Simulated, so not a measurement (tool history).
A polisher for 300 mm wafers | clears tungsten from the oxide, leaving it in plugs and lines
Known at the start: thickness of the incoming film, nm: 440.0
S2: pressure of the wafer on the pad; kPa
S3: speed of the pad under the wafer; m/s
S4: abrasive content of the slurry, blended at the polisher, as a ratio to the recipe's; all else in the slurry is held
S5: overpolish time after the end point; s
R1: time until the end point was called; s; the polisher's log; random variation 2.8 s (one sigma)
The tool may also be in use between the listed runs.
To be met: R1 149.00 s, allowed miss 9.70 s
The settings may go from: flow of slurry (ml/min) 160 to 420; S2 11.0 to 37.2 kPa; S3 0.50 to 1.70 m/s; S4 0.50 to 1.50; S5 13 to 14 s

{"run": 1, "hour": 0.0, "flow of slurry (ml/min)": 270, "S2": 24.1, "S3": 1.1, "S4": 1.0, "S5": 13, "R1": 100.93}
{"run": 2, "hour": 8.7, "flow of slurry (ml/min)": 270, "S2": 22.8, "S3": 1.1, "S4": 1.0, "S5": 13, "R1": 107.99}
{"run": 3, "hour": 13.6, "flow of slurry (ml/min)": 270, "S2": 22.8, "S3": 0.94, "S4": 1.0, "S5": 13, "R1": 122.38}
{"run": 4, "hour": 19.4, "flow of slurry (ml/min)": 270, "S2": 27.6, "S3": 0.94, "S4": 1.0, "S5": 13, "R1": 103.6}
{"run": 5, "hour": 22.3, "flow of slurry (ml/min)": 270, "S2": 27.6, "S3": 0.94, "S4": 1.0, "S5": 13, "R1": 103.2}
{"run": 6, "hour": 25.3, "flow of slurry (ml/min)": 270, "S2": 26.2, "S3": 0.94, "S4": 1.0, "S5": 13, "R1": 105.14}
{"run": 7, "hour": 32.2, "flow of slurry (ml/min)": 270, "S2": 26.2, "S3": 0.94, "S4": 1.0, "S5": 13, "R1": 111.78}
{"run": 8, "hour": 35.9, "flow of slurry (ml/min)": 270, "S2": 25.5, "S3": 0.94, "S4": 1.0, "S5": 13, "R1": 112.45}
{"run": 9, "hour": 37.1, "flow of slurry (ml/min)": 270, "S2": 24.8, "S3": 0.94, "S4": 1.0, "S5": 13, "R1": 115.03}
{"run": 10, "hour": 42.4, "flow of slurry (ml/min)": 270, "S2": 24.1, "S3": 0.94, "S4": 1.0, "S5": 13, "R1": 118.59}
{"run": 11, "hour": 50.3, "flow of slurry (ml/min)": 270, "S2": 23.4, "S3": 0.94, "S4": 1.0, "S5": 13, "R1": 118.3}
{"run": 12, "hour": 54.1, "flow of slurry (ml/min)": 270, "S2": 17.2, "S3": 0.88, "S4": 1.0, "S5": 13, "R1": 167.13}

4 next moves are on the table. One of them brings every result within its allowed miss. Which?
{"run": "A", "hour": 57.9, "flow of slurry (ml/min)": 250, "S2": 13.1, "S3": 0.84, "S4": 1.0, "S5": 13, "R1": "?"}
{"run": "B", "hour": 57.9, "flow of slurry (ml/min)": 305, "S2": 19.3, "S3": 0.9, "S4": 1.1, "S5": 14, "R1": "?"}
{"run": "C", "hour": 57.9, "flow of slurry (ml/min)": 365, "S2": 16.5, "S3": 0.76, "S4": 1.2, "S5": 14, "R1": "?"}
{"run": "D", "hour": 57.9, "flow of slurry (ml/min)": 230, "S2": 16.5, "S3": 0.88, "S4": 1.15, "S5": 14, "R1": "?"}

move=A R1=228.07
move=B R1=143.29
move=C R1=187.61
move=D R1=172.52
A: further off than the last run
B: meets every target
C: further off than the last run
D: further off than the last run
Move B is the one to make.
